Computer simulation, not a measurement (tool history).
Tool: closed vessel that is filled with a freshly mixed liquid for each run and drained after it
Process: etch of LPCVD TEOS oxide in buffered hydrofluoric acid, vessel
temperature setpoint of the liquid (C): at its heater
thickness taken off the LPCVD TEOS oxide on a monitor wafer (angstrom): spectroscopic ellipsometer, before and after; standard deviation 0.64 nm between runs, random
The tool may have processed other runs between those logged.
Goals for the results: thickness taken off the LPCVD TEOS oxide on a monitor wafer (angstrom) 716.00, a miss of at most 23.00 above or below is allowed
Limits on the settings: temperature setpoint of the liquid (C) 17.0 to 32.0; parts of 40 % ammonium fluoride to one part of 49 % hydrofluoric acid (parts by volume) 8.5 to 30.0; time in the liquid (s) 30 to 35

run,hour,temperature setpoint of the liquid (C),parts of 40 % ammonium fluoride to one part of 49 % hydrofluoric acid (parts by volume),time in the liquid (s),thickness taken off the LPCVD TEOS oxide on a monitor wafer (angstrom)
1,0.0,24.0,23.5,35,330.36
2,1.4,26.5,20.0,35,427.69
3,5.4,24.5,20.0,35,380.02
4,9.1,24.5,20.0,35,378.01
5,13.8,24.5,16.5,35,457.09
6,21.1,26.5,15.5,35,537.20
7,26.5,28.0,15.5,35,593.42
8,28.2,29.0,15.5,35,617.07
9,35.6,29.5,15.5,35,641.14
10,40.7,30.0,15.5,35,654.79
11,46.7,30.5,15.5,35,665.70

4 next moves are on the table. One of them brings every result within its allowed miss. Which?
A,52.7,32.0,13.5,30,?
B,52.7,28.0,12.5,30,?
C,52.7,29.5,13.5,30,?
D,52.7,30.5,13.5,35,?

move,thickness taken off the LPCVD TEOS oxide on a monitor wafer (angstrom)
A,719.72
B,628.90
C,631.52
D,776.51
A: all results land within tolerance of their targets
B: its largest miss is bigger than the last run's
C: its largest miss is bigger than the last run's
D: takes the biggest miss from the last run beyond its target
Go with A: it meets all targets.
